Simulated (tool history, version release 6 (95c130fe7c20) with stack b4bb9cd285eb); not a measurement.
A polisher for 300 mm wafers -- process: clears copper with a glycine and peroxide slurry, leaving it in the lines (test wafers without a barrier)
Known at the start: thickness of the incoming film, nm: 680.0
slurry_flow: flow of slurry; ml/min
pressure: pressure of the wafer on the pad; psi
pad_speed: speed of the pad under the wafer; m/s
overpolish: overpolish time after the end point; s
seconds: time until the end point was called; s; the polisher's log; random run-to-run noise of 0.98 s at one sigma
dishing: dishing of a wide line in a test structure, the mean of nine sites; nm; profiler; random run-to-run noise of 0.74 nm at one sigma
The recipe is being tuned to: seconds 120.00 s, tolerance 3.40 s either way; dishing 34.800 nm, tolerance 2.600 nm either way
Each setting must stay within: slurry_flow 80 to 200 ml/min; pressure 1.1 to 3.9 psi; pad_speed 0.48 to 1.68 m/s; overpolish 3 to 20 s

{"run": 1, "hour": 0.0, "slurry_flow": 130, "pressure": 2.5, "pad_speed": 1.08, "overpolish": 10, "seconds": 181.19, "dishing": 24.536}
{"run": 2, "hour": 4.0, "slurry_flow": 135, "pressure": 2.6, "pad_speed": 1.08, "overpolish": 10, "seconds": 172.92, "dishing": 26.118}
{"run": 3, "hour": 11.6, "slurry_flow": 140, "pressure": 2.7, "pad_speed": 1.08, "overpolish": 10, "seconds": 168.9, "dishing": 26.821}
{"run": 4, "hour": 15.9, "slurry_flow": 140, "pressure": 2.8, "pad_speed": 1.08, "overpolish": 10, "seconds": 165.14, "dishing": 26.71}
{"hour": 16.8, "done": "worn pad replaced by a new one"}
{"run": 5, "hour": 16.8, "slurry_flow": 140, "pressure": 2.9, "pad_speed": 1.08, "overpolish": 10, "seconds": 143.89, "dishing": 29.662}
{"run": 6, "hour": 17.4, "slurry_flow": 140, "pressure": 2.9, "pad_speed": 1.08, "overpolish": 12, "seconds": 143.23, "dishing": 36.065}
{"run": 7, "hour": 22.4, "slurry_flow": 140, "pressure": 3.0, "pad_speed": 1.08, "overpolish": 12, "seconds": 139.41, "dishing": 35.945}
{"run": 8, "hour": 24.4, "slurry_flow": 150, "pressure": 3.2, "pad_speed": 1.08, "overpolish": 11, "seconds": 130.51, "dishing": 36.885}
{"run": 9, "hour": 27.3, "slurry_flow": 150, "pressure": 3.4, "pad_speed": 1.08, "overpolish": 10, "seconds": 124.2, "dishing": 34.198}
{"run": 10, "hour": 28.6, "slurry_flow": 155, "pressure": 3.4, "pad_speed": 1.08, "overpolish": 10, "seconds": 124.73, "dishing": 35.301}

Exactly one of the 4 candidate moves below puts every result within its allowed miss. Which one?
{"run": "A", "hour": 29.9, "slurry_flow": 150, "pressure": 3.6, "pad_speed": 1.22, "overpolish": 9, "seconds": "?", "dishing": "?"}
{"run": "B", "hour": 29.9, "slurry_flow": 115, "pressure": 3.4, "pad_speed": 1.14, "overpolish": 11, "seconds": "?", "dishing": "?"}
{"run": "C", "hour": 29.9, "slurry_flow": 165, "pressure": 3.6, "pad_speed": 1.02, "overpolish": 12, "seconds": "?", "dishing": "?"}
{"run": "D", "hour": 29.9, "slurry_flow": 120, "pressure": 3.9, "pad_speed": 1.02, "overpolish": 10, "seconds": "?", "dishing": "?"}

move=A seconds=112.72 dishing=34.440
move=B seconds=129.62 dishing=36.080
move=C seconds=121.98 dishing=40.601
move=D seconds=121.91 dishing=35.370
A: carries the result that was furthest off beyond its target, to the other side
B: its largest miss is bigger than the last run's
C: the worst result of the last run now meets its target, but another is out of spec
D: all results land within tolerance of their targets
The move that meets every target is D.

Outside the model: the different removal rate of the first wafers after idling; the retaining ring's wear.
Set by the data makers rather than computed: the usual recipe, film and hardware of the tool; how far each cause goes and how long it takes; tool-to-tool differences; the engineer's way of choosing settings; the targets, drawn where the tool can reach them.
